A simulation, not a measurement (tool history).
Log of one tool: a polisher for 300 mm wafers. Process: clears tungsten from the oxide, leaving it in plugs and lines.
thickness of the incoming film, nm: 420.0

run	hour	flow of slurry (ml/min)	pressure of the wafer on the pad (kPa)	speed of the pad under the wafer (m/s)	abrasive content of the slurry	overpolish time after the end point (s)	time until the end point was called (s)
1	0.0	140	26.9	1.20	1.0	15	68.996
2	3.5	140	26.9	1.20	0.8	15	71.177
3	10.7	140	26.9	1.44	0.8	15	59.455
4	12.6	140	26.9	1.44	0.8	15	59.754
5	15.3	140	26.9	1.44	0.8	16	59.254
6	17.0	140	26.9	1.44	0.8	16	59.703
7	21.7	135	22.8	1.32	0.8	16	78.014
8	24.4	130	20.0	1.26	0.8	16	92.937
9	25.3	125	17.9	1.22	0.8	16	107.170
10	33.5	120	16.5	1.22	0.8	16	115.750
11	34.2	115	15.2	1.22	0.8	16	125.780
12	39.1	110	14.5	1.22	0.8	16	132.020

Run 13 is up next; what results do you expect?
13	45.3	105	14.5	1.22	0.8	16	?

Run 13 measured time until the end point was called (s) 135.610.

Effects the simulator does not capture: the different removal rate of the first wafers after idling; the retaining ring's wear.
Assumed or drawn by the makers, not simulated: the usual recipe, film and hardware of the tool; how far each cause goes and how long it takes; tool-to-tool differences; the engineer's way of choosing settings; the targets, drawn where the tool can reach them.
